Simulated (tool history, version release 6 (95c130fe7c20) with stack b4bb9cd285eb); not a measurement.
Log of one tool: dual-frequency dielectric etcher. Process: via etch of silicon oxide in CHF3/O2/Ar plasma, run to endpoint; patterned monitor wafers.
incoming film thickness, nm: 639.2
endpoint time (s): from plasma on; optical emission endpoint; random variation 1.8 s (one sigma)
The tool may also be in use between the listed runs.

Run 1, hour 0: source power (W) 680, bias power (W) 141. Result: endpoint time (s) 307.02.
Run 2, hour 2.6: source power (W) 700, bias power (W) 142. Result: endpoint time (s) 306.89.
Run 3, hour 8.1: source power (W) 720, bias power (W) 144. Result: endpoint time (s) 299.54.
Run 4, hour 16.5: source power (W) 740, bias power (W) 145. Result: endpoint time (s) 297.26.
Run 5, hour 19.8: source power (W) 740, bias power (W) 164. Result: endpoint time (s) 279.63.
Run 6, hour 22.7: source power (W) 750, bias power (W) 164. Result: endpoint time (s) 281.92.

Forecast run 7:
Run 7, hour 24.2: source power (W) 760, bias power (W) 165. Result: endpoint time (s) ?.

Run 7 gave endpoint time (s) 279.97.

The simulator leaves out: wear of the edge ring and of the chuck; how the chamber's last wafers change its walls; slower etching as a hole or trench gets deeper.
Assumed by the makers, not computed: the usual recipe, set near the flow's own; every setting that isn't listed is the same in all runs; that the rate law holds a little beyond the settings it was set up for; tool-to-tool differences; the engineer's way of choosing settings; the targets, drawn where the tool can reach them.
